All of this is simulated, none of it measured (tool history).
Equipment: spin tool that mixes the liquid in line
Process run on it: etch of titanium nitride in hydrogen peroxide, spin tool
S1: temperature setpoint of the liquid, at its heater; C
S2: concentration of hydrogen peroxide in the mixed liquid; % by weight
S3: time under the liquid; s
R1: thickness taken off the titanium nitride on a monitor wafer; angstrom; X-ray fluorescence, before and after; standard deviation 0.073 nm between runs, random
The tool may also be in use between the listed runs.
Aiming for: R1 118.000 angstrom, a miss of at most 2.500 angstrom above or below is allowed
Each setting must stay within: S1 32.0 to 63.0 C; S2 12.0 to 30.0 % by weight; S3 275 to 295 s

run,day,S1,S2,S3,R1
1,0.000,47.0,21.0,275,50.043
2,0.288,49.5,21.0,275,60.519
3,0.367,51.5,21.0,275,69.239
4,0.679,53.0,21.0,275,78.578
5,1.033,54.0,21.0,275,83.091
6,1.308,54.0,19.5,275,81.291
7,1.638,55.0,19.5,275,88.463
8,1.967,56.0,19.5,275,95.722
9,2.212,56.5,19.5,275,99.062
10,2.258,57.0,19.5,275,101.880
11,2.425,57.5,19.5,275,104.060
12,2.767,58.0,19.5,275,108.860
13,3.133,58.5,19.5,275,111.770

5 next moves are on the table. One of them brings every result within its allowed miss. Which?
A,3.500,57.5,18.0,275,?
B,3.500,57.5,19.5,275,?
C,3.500,58.5,20.5,275,?
D,3.500,59.0,21.0,275,?
E,3.500,58.5,18.5,280,?

move,R1
A,102.940
B,104.710
C,113.380
D,117.940
E,112.930
A: the biggest miss grows against the last run
B: the biggest miss grows against the last run
C: nearer than the last run, and not there yet
D: all results land within tolerance of their targets
E: nearer than the last run, and not there yet
Go with D: it meets all targets.
